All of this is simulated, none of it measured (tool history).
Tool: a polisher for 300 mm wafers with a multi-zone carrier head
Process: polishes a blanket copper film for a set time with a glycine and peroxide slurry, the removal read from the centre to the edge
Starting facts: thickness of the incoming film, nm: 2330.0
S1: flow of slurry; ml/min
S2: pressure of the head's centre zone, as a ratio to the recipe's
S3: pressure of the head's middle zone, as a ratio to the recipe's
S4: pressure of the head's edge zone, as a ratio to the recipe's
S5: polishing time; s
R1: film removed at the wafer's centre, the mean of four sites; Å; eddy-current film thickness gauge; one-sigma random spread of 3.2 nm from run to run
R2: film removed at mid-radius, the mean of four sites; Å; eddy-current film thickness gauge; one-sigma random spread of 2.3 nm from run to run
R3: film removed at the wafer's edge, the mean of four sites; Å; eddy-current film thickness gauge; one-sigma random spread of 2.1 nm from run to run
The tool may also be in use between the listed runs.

run  hour   S1    S2    S3    S4  S5      R1      R2      R3
  1     0  310     1     1     1  73  2913.2  2808.1  2818.6
  2   2.4  310     1  1.01  0.98  69  2727.7  2669.8  2574.5
  3   8.2  310     1  1.01  0.98  78    3022    2977  2938.6
  4   8.7  310  0.99  1.01  0.96  74  2894.1  2858.2  2769.3
  5  16.1  310  0.98  1.01  0.95  70  2670.1    2679  2543.2
  6  22.8  345  0.98  1.01  0.95  70  2726.8  2756.3  2626.4
  7  27.2  330  0.97     1  0.93  68  2609.3  2609.9  2541.5
  8  34.8  320  0.97  1.01  0.91  66  2431.1  2548.2    2451

Forecast run 9:
  9  40.5  320  0.99  1.02  0.91  64   ?   ?   ?

Run 9 gave R1 2489.7 Å, R2 2520.4 Å, R3 2336.7 Å.

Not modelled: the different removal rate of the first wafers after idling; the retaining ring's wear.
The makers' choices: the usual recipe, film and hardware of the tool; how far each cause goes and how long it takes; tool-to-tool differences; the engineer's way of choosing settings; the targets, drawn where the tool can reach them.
